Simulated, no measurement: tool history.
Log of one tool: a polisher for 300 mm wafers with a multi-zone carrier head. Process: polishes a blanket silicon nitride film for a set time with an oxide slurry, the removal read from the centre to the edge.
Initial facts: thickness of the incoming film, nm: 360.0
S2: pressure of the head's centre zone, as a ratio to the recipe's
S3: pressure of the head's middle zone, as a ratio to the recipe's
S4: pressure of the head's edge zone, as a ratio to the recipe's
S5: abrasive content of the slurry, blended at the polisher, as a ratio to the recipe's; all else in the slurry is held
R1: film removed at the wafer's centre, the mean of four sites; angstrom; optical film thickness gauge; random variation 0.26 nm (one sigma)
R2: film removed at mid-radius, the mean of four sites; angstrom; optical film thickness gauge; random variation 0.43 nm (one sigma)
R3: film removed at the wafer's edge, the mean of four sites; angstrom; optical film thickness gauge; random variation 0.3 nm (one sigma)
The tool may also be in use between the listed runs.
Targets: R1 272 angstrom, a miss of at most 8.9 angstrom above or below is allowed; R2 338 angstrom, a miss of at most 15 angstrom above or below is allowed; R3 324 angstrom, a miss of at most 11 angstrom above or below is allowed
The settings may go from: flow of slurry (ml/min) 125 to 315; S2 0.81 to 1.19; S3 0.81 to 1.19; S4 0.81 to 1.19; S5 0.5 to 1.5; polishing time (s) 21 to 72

{"run": 1, "hour": 0.0, "flow of slurry (ml/min)": 205, "S2": 1, "S3": 1, "S4": 1, "S5": 1, "polishing time (s)": 46, "R1": 421.28, "R2": 418.59, "R3": 433.08}
{"run": 2, "hour": 2.3, "flow of slurry (ml/min)": 205, "S2": 1, "S3": 1.06, "S4": 1, "S5": 1, "polishing time (s)": 46, "R1": 426.43, "R2": 442.42, "R3": 440.28}
{"run": 3, "hour": 10.1, "flow of slurry (ml/min)": 195, "S2": 0.96, "S3": 1.05, "S4": 0.97, "S5": 0.9, "polishing time (s)": 46, "R1": 387.57, "R2": 430.81, "R3": 403.19}
{"run": 4, "hour": 13.1, "flow of slurry (ml/min)": 190, "S2": 0.93, "S3": 1.02, "S4": 0.98, "S5": 0.85, "polishing time (s)": 46, "R1": 362.53, "R2": 413.33, "R3": 400.1}
{"run": 5, "hour": 15.7, "flow of slurry (ml/min)": 185, "S2": 0.91, "S3": 0.99, "S4": 0.96, "S5": 0.8, "polishing time (s)": 46, "R1": 357.28, "R2": 385.92, "R3": 387.78}
{"run": 6, "hour": 21.0, "flow of slurry (ml/min)": 180, "S2": 0.89, "S3": 0.99, "S4": 0.96, "S5": 0.75, "polishing time (s)": 46, "R1": 332.13, "R2": 377.83, "R3": 378.37}
{"run": 7, "hour": 28.9, "flow of slurry (ml/min)": 175, "S2": 0.87, "S3": 0.99, "S4": 0.95, "S5": 0.7, "polishing time (s)": 46, "R1": 317.23, "R2": 374.11, "R3": 365.92}
{"run": 8, "hour": 30.7, "flow of slurry (ml/min)": 170, "S2": 0.86, "S3": 0.98, "S4": 0.94, "S5": 0.65, "polishing time (s)": 46, "R1": 301.28, "R2": 348.28, "R3": 347.14}
{"run": 9, "hour": 31.8, "flow of slurry (ml/min)": 170, "S2": 0.86, "S3": 0.98, "S4": 0.94, "S5": 0.65, "polishing time (s)": 46, "R1": 309.48, "R2": 347.37, "R3": 353.54}
{"run": 10, "hour": 39.7, "flow of slurry (ml/min)": 165, "S2": 0.85, "S3": 0.99, "S4": 0.93, "S5": 0.65, "polishing time (s)": 46, "R1": 300.33, "R2": 351.38, "R3": 350.02}
{"run": 11, "hour": 44.8, "flow of slurry (ml/min)": 160, "S2": 0.84, "S3": 1, "S4": 0.92, "S5": 0.65, "polishing time (s)": 46, "R1": 298.71, "R2": 354.99, "R3": 345.53}
{"run": 12, "hour": 46.3, "flow of slurry (ml/min)": 160, "S2": 0.84, "S3": 1, "S4": 0.92, "S5": 0.65, "polishing time (s)": 46, "R1": 290.77, "R2": 350.17, "R3": 351.33}
{"run": 13, "hour": 46.9, "flow of slurry (ml/min)": 165, "S2": 0.84, "S3": 1.01, "S4": 0.91, "S5": 0.6, "polishing time (s)": 46, "R1": 291.08, "R2": 348.34, "R3": 333.65}
{"run": 14, "hour": 53.2, "flow of slurry (ml/min)": 160, "S2": 0.83, "S3": 1.01, "S4": 0.91, "S5": 0.6, "polishing time (s)": 46, "R1": 286.04, "R2": 345.91, "R3": 341.31}
{"run": 15, "hour": 58.5, "flow of slurry (ml/min)": 160, "S2": 0.83, "S3": 1.02, "S4": 0.9, "S5": 0.6, "polishing time (s)": 46, "R1": 285.55, "R2": 340.26, "R3": 335.24}
{"run": 16, "hour": 65.0, "flow of slurry (ml/min)": 140, "S2": 0.81, "S3": 1.06, "S4": 0.89, "S5": 0.55, "polishing time (s)": 46, "R1": 263.41, "R2": 334.69, "R3": 318.74}

Exactly one of the 4 candidate moves below puts every result within its allowed miss. Which one?
{"run": "A", "hour": 71.5, "flow of slurry (ml/min)": 140, "S2": 0.81, "S3": 1.01, "S4": 0.99, "S5": 0.65, "polishing time (s)": 43, "R1": "?", "R2": "?", "R3": "?"}
{"run": "B", "hour": 71.5, "flow of slurry (ml/min)": 135, "S2": 0.85, "S3": 1.07, "S4": 0.95, "S5": 0.6, "polishing time (s)": 45, "R1": "?", "R2": "?", "R3": "?"}
{"run": "C", "hour": 71.5, "flow of slurry (ml/min)": 185, "S2": 0.88, "S3": 1.06, "S4": 0.84, "S5": 0.5, "polishing time (s)": 45, "R1": "?", "R2": "?", "R3": "?"}
{"run": "D", "hour": 71.5, "flow of slurry (ml/min)": 130, "S2": 0.91, "S3": 0.96, "S4": 0.95, "S5": 0.5, "polishing time (s)": 47, "R1": "?", "R2": "?", "R3": "?"}

move=A R1=258.89 R2=320.44 R3=327.19
move=B R1=270.94 R2=337.51 R3=323.72
move=C R1=281.33 R2=335.28 R3=300.54
move=D R1=276.79 R2=300.21 R3=314.63
A: its largest miss is bigger than the last run's
B: in spec on every target
C: carries the result that was furthest off beyond its target, to the other side
D: the furthest-off result lands on target, but another misses its tolerance
So the answer is move B, the one that meets all the targets.
